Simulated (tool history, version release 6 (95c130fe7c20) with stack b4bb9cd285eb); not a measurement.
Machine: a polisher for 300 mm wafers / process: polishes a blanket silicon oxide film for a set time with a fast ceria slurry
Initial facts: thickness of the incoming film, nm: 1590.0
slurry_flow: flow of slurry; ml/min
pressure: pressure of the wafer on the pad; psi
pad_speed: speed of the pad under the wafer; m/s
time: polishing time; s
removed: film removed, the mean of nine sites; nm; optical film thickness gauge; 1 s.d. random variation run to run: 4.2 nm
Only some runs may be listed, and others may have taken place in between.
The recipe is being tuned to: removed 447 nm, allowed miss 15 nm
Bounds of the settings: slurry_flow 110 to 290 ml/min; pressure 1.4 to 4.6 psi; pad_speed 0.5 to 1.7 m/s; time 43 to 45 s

{"run": 1, "hour": 0.0, "slurry_flow": 185, "pressure": 3, "pad_speed": 1.1, "time": 43, "removed": 844.94}
{"run": 2, "hour": 1.3, "slurry_flow": 180, "pressure": 2.5, "pad_speed": 1.08, "time": 43, "removed": 675.46}
{"run": 3, "hour": 5.9, "slurry_flow": 180, "pressure": 2, "pad_speed": 1.08, "time": 43, "removed": 552.16}
{"run": 4, "hour": 13.4, "slurry_flow": 180, "pressure": 1.4, "pad_speed": 1.08, "time": 43, "removed": 397.44}
{"run": 5, "hour": 18.5, "slurry_flow": 140, "pressure": 1.4, "pad_speed": 1.08, "time": 43, "removed": 377.72}
{"run": 6, "hour": 22.1, "slurry_flow": 170, "pressure": 1.4, "pad_speed": 1.08, "time": 43, "removed": 393.05}
{"run": 7, "hour": 24.6, "slurry_flow": 185, "pressure": 1.4, "pad_speed": 1.08, "time": 43, "removed": 398.18}
{"run": 8, "hour": 28.7, "slurry_flow": 195, "pressure": 1.4, "pad_speed": 1.08, "time": 43, "removed": 399.74}
{"run": 9, "hour": 33.7, "slurry_flow": 200, "pressure": 1.5, "pad_speed": 1.08, "time": 43, "removed": 429.96}
{"run": 10, "hour": 38.4, "slurry_flow": 205, "pressure": 1.5, "pad_speed": 1.08, "time": 43, "removed": 424.12}
{"run": 11, "hour": 41.7, "slurry_flow": 205, "pressure": 1.7, "pad_speed": 1.08, "time": 43, "removed": 476.12}
{"run": 12, "hour": 45.8, "slurry_flow": 200, "pressure": 1.7, "pad_speed": 1.08, "time": 43, "removed": 489.33}
{"run": 13, "hour": 47.1, "slurry_flow": 190, "pressure": 1.7, "pad_speed": 1.08, "time": 43, "removed": 480.01}
{"run": 14, "hour": 49.5, "slurry_flow": 180, "pressure": 1.7, "pad_speed": 1.08, "time": 43, "removed": 473.16}
{"run": 15, "hour": 56.7, "slurry_flow": 175, "pressure": 1.7, "pad_speed": 1.08, "time": 43, "removed": 475.64}

Exactly one of the 5 candidate moves below puts every result within its allowed miss. Which one?
{"run": "A", "hour": 63.9, "slurry_flow": 195, "pressure": 1.6, "pad_speed": 0.96, "time": 43, "removed": "?"}
{"run": "B", "hour": 63.9, "slurry_flow": 235, "pressure": 1.4, "pad_speed": 1.18, "time": 43, "removed": "?"}
{"run": "C", "hour": 63.9, "slurry_flow": 125, "pressure": 1.8, "pad_speed": 0.92, "time": 44, "removed": "?"}
{"run": "D", "hour": 63.9, "slurry_flow": 125, "pressure": 1.7, "pad_speed": 0.96, "time": 45, "removed": "?"}
{"run": "E", "hour": 63.9, "slurry_flow": 190, "pressure": 1.5, "pad_speed": 1.16, "time": 45, "removed": "?"}

move=A removed=405.42
move=B removed=446.4
move=C removed=416.02
move=D removed=419.89
move=E removed=477.94
A: moves the result that the last run missed by most past its target, out the other side
B: all results in spec
C: moves the result that the last run missed by most past its target, out the other side
D: moves the result that the last run missed by most past its target, out the other side
E: its largest miss is bigger than the last run's
B is the move that brings every result within its allowed miss.

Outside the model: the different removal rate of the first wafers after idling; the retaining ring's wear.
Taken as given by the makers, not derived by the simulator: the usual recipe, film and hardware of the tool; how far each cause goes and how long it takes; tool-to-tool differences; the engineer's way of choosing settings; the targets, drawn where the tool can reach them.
